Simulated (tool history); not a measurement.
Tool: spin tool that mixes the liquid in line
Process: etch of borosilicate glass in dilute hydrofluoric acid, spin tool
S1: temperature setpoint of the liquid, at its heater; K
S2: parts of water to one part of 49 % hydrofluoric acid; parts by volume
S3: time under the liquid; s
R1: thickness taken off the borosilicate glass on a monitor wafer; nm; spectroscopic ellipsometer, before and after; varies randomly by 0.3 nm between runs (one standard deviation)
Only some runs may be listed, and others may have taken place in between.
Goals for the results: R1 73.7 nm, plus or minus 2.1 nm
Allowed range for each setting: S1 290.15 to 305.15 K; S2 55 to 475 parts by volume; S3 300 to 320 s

Run 1, day 0: S1 297.15 K, S2 265 parts by volume, S3 300 s. Result: R1 36.778 nm.
Run 2, day 0.242: S1 298.65 K, S2 250 parts by volume, S3 300 s. Result: R1 41.71 nm.
Run 3, day 0.342: S1 298.65 K, S2 250 parts by volume, S3 300 s. Result: R1 41.869 nm.
Run 4, day 0.671: S1 295.15 K, S2 250 parts by volume, S3 300 s. Result: R1 36.912 nm.
Run 5, day 0.721: S1 292.15 K, S2 250 parts by volume, S3 300 s. Result: R1 33.094 nm.
Run 6, day 0.8: S1 292.15 K, S2 205 parts by volume, S3 300 s. Result: R1 42.09 nm.
Run 7, day 0.921: S1 294.15 K, S2 200 parts by volume, S3 300 s. Result: R1 46.419 nm.
Run 8, day 1.283: S1 298.15 K, S2 175 parts by volume, S3 300 s. Result: R1 63.818 nm.
Run 9, day 1.55: S1 298.65 K, S2 175 parts by volume, S3 300 s. Result: R1 64.972 nm.
Run 10, day 1.829: S1 299.15 K, S2 175 parts by volume, S3 300 s. Result: R1 66.164 nm.
Run 11, day 2.2: S1 299.65 K, S2 175 parts by volume, S3 300 s. Result: R1 67.395 nm.
Run 12, day 2.55: S1 300.15 K, S2 175 parts by volume, S3 300 s. Result: R1 68.451 nm.
Run 13, day 2.738: S1 300.65 K, S2 175 parts by volume, S3 300 s. Result: R1 69.568 nm.

Exercise: of the 4 proposed moves below, exactly one satisfies all targets within the stated allowed misses. Which move is it?
Run A, day 2.925: S1 297.65 K, S2 170 parts by volume, S3 305 s. Result: R1 ?.
Run B, day 2.925: S1 300.65 K, S2 155 parts by volume, S3 300 s. Result: R1 ?.
Run C, day 2.925: S1 299.15 K, S2 170 parts by volume, S3 305 s. Result: R1 ?.
Run D, day 2.925: S1 302.15 K, S2 175 parts by volume, S3 300 s. Result: R1 ?.

move      R1
   A  65.727
   B  80.672
   C    69.5
   D  73.597
A: misses by more than the last run did
B: takes the biggest miss from the last run beyond its target
C: no better and no worse than the last run
D: all results in spec
The right move is D.
